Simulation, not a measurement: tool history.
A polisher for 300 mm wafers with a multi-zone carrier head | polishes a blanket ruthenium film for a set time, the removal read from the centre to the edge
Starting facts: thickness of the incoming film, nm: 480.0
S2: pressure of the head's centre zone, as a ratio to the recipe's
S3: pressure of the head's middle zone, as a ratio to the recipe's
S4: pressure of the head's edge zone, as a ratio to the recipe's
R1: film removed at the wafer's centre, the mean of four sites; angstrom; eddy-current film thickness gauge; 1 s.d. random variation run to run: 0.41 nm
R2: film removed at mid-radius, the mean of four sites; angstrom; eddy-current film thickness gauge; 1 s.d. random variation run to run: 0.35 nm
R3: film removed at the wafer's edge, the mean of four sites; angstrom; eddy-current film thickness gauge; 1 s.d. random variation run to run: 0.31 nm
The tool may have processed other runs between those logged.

{"run": 1, "hour": 0.0, "flow of slurry (ml/min)": 165, "S2": 1.0, "S3": 1.0, "S4": 1.0, "polishing time (s)": 61, "R1": 702.53, "R2": 612.61, "R3": 592.72}
{"run": 2, "hour": 8.2, "flow of slurry (ml/min)": 165, "S2": 1.0, "S3": 1.0, "S4": 1.0, "polishing time (s)": 73, "R1": 839.35, "R2": 724.41, "R3": 706.45}
{"run": 3, "hour": 12.8, "flow of slurry (ml/min)": 160, "S2": 0.99, "S3": 0.98, "S4": 0.98, "polishing time (s)": 68, "R1": 752.52, "R2": 659.15, "R3": 658.89}
{"run": 4, "hour": 17.6, "flow of slurry (ml/min)": 160, "S2": 0.99, "S3": 1.04, "S4": 0.98, "polishing time (s)": 68, "R1": 767.23, "R2": 696.42, "R3": 652.61}
{"run": 5, "hour": 23.2, "flow of slurry (ml/min)": 160, "S2": 0.99, "S3": 1.02, "S4": 0.97, "polishing time (s)": 63, "R1": 723.75, "R2": 629.9, "R3": 594.87}
{"run": 6, "hour": 31.4, "flow of slurry (ml/min)": 155, "S2": 0.97, "S3": 1.01, "S4": 0.96, "polishing time (s)": 59, "R1": 647.92, "R2": 587.84, "R3": 563.69}
{"run": 7, "hour": 39.2, "flow of slurry (ml/min)": 155, "S2": 0.97, "S3": 1.01, "S4": 0.96, "polishing time (s)": 59, "R1": 654.51, "R2": 588.57, "R3": 564.09}
{"run": 8, "hour": 40.0, "flow of slurry (ml/min)": 155, "S2": 0.97, "S3": 1.0, "S4": 0.95, "polishing time (s)": 55, "R1": 613.5, "R2": 543.63, "R3": 519.95}
{"run": 9, "hour": 45.1, "flow of slurry (ml/min)": 155, "S2": 0.96, "S3": 0.99, "S4": 0.94, "polishing time (s)": 52, "R1": 562.49, "R2": 509.12, "R3": 489.49}
{"run": 10, "hour": 48.2, "flow of slurry (ml/min)": 160, "S2": 0.96, "S3": 0.97, "S4": 0.93, "polishing time (s)": 50, "R1": 550.64, "R2": 485.23, "R3": 472.97}

The next listed run, before its measurement:
{"hour": 49.0, "done": "centre zone pressure recalibrated"}
{"run": 11, "hour": 49.0, "flow of slurry (ml/min)": 160, "S2": 0.95, "S3": 0.96, "S4": 0.92, "polishing time (s)": 48, "R1": "?", "R2": "?", "R3": "?"}

{"run 11": {"R1": 463.17, "R2": 455.46, "R3": 446.42}}
